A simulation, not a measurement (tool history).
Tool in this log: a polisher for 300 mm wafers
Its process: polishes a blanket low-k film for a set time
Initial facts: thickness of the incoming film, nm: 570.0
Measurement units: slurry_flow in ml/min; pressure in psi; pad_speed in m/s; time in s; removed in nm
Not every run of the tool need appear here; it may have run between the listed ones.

| run | hour | slurry_flow | pressure | pad_speed | slurry_solids | time | removed |
|---|---|---|---|---|---|---|---|
| 1 | 0 | 210 | 1.6 | 0.92 | 1 | 81 | 23.252 |
| 2 | 6.9 | 210 | 1.6 | 0.92 | 1.2 | 81 | 25.168 |
| 3 | 15.2 | 210 | 1.6 | 1.06 | 1.2 | 81 | 27.213 |
| 4 | 18.3 | 210 | 1.6 | 1.06 | 1.3 | 81 | 27.903 |
| 5 | 19.3 | 210 | 1.6 | 0.82 | 1.3 | 81 | 24.107 |
| 6 | 26 | 210 | 1.6 | 0.82 | 1.5 | 81 | 25.501 |
| 7 | 27.7 | 220 | 1.7 | 0.82 | 1.5 | 81 | 27.059 |
| 8 | 35.7 | 220 | 1.8 | 0.82 | 1.5 | 81 | 28.448 |

What will run 9 give?
| 9 | 42.5 | 220 | 1.9 | 0.82 | 1.5 | 81 | ? |

Run 9 yielded removed 30.33 nm.

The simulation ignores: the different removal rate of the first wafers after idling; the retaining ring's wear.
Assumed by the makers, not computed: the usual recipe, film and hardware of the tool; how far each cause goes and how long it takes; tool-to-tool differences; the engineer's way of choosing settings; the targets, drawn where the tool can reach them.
